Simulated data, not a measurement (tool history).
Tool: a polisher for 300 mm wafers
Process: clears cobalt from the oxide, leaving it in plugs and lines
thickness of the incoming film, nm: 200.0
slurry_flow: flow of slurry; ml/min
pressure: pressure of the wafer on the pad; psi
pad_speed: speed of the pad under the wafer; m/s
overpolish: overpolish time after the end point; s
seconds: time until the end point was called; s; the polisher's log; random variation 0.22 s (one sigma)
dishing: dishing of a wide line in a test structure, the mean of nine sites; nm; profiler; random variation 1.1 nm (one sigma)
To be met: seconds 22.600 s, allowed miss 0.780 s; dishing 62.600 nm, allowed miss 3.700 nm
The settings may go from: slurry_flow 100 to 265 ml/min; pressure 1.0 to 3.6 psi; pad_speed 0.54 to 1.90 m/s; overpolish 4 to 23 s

run  hour  slurry_flow  pressure  pad_speed  overpolish  seconds  dishing
  1   0.0          170       2.3       1.22          12   30.559   47.066
  2   4.2          210       2.3       1.22          12   29.169   48.821
  3   8.5          215       2.5       1.22          13   27.035   49.208
  4  16.4          215       2.6       1.24          15   25.494   55.233
  5  19.5          215       2.7       1.24          16   24.720   56.414
  6  28.4          235       2.7       1.24          16   24.917   55.168
  7  33.3          235       2.8       1.24          17   23.838   58.307
  8  39.0          235       2.8       1.24          18   23.846   60.131

5 next moves are on the table. One of them brings every result within its allowed miss. Which?
  A  44.7          230       2.9       1.26          22        ?        ?
  B  44.7          190       2.9       1.42          14        ?        ?
  C  44.7          250       2.5       1.60          17        ?        ?
  D  44.7          255       2.5       1.28          21        ?        ?
  E  44.7          220       3.0       1.34          12        ?        ?

move  seconds  dishing
   A   22.616   62.817
   B   20.660   57.371
   C   20.275   60.874
   D   25.143   60.907
   E   20.774   54.225
A: meets every target
B: takes the result that was furthest off past its target
C: takes the result that was furthest off past its target
D: further off than the last run
E: takes the result that was furthest off past its target
Answer: A
